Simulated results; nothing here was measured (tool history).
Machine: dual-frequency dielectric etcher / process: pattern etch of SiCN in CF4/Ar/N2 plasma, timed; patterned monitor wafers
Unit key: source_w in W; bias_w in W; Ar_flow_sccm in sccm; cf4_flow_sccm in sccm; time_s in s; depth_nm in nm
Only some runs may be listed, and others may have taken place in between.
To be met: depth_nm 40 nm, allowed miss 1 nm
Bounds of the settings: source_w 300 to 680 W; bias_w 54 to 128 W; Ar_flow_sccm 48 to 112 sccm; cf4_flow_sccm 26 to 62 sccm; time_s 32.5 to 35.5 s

run 1 hour=0 | source_w=490 bias_w=91 Ar_flow_sccm=80 cf4_flow_sccm=44 time_s=35.5 | depth_nm=36.946
run 2 hour=7.2 | source_w=500 bias_w=91 Ar_flow_sccm=80 cf4_flow_sccm=44 time_s=35.5 | depth_nm=37.589
run 3 hour=13.3 | source_w=500 bias_w=91 Ar_flow_sccm=80 cf4_flow_sccm=44 time_s=35.5 | depth_nm=37.184
run 4 hour=15.3 | source_w=500 bias_w=91 Ar_flow_sccm=80 cf4_flow_sccm=44 time_s=35.5 | depth_nm=37.596
run 5 hour=23.5 | source_w=500 bias_w=91 Ar_flow_sccm=80 cf4_flow_sccm=44 time_s=35.5 | depth_nm=37.654
run 6 hour=28 | source_w=510 bias_w=91 Ar_flow_sccm=80 cf4_flow_sccm=44 time_s=35.5 | depth_nm=38.352
run 7 hour=29.2 | source_w=520 bias_w=91 Ar_flow_sccm=80 cf4_flow_sccm=44 time_s=35.5 | depth_nm=38.761
-- hour=34.1 source power generator calibrated
run 8 hour=34.1 | source_w=530 bias_w=91 Ar_flow_sccm=80 cf4_flow_sccm=44 time_s=35.5 | depth_nm=38.301

Which single option among these 4 for the next run brings every result within its allowed miss of target? Just one does.
run A hour=39 | source_w=590 bias_w=93 Ar_flow_sccm=94 cf4_flow_sccm=46 time_s=32.5 | depth_nm=?
run B hour=39 | source_w=530 bias_w=91 Ar_flow_sccm=84 cf4_flow_sccm=46 time_s=34.5 | depth_nm=?
run C hour=39 | source_w=570 bias_w=103 Ar_flow_sccm=89 cf4_flow_sccm=49 time_s=34.5 | depth_nm=?
run D hour=39 | source_w=650 bias_w=88 Ar_flow_sccm=102 cf4_flow_sccm=35 time_s=34 | depth_nm=?

move=A depth_nm=38.115
move=B depth_nm=37.175
move=C depth_nm=42.173
move=D depth_nm=39.783
A: lands further from the targets than the last run did
B: lands further from the targets than the last run did
C: the result that was furthest off in the last run now lies on the other side of its target
D: all results in spec
Correct choice: D, which meets every target
